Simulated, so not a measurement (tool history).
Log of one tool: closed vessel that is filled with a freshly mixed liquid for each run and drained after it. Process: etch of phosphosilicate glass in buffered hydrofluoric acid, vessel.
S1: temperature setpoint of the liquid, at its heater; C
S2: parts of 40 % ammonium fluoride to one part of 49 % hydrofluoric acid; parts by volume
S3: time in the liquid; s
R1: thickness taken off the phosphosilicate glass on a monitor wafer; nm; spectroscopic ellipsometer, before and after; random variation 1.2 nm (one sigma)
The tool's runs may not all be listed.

Run 1, hour 0.0: S1 25.0 C, S2 14.0 parts by volume, S3 95 s. Result: R1 320.37 nm.
Run 2, hour 6.4: S1 25.0 C, S2 14.0 parts by volume, S3 105 s. Result: R1 350.64 nm.
Run 3, hour 13.7: S1 25.0 C, S2 15.5 parts by volume, S3 105 s. Result: R1 319.90 nm.
Run 4, hour 21.8: S1 23.0 C, S2 15.5 parts by volume, S3 105 s. Result: R1 287.24 nm.
Run 5, hour 27.4: S1 23.0 C, S2 15.5 parts by volume, S3 105 s. Result: R1 284.53 nm.
Run 6, hour 32.5: S1 22.0 C, S2 15.5 parts by volume, S3 105 s. Result: R1 271.91 nm.
Run 7, hour 33.5: S1 21.0 C, S2 15.5 parts by volume, S3 105 s. Result: R1 257.19 nm.

Run 8 comes next. What will it give?
Run 8, hour 35.8: S1 20.5 C, S2 15.5 parts by volume, S3 105 s. Result: R1 ?.

Run 8 gave R1 248.60 nm.

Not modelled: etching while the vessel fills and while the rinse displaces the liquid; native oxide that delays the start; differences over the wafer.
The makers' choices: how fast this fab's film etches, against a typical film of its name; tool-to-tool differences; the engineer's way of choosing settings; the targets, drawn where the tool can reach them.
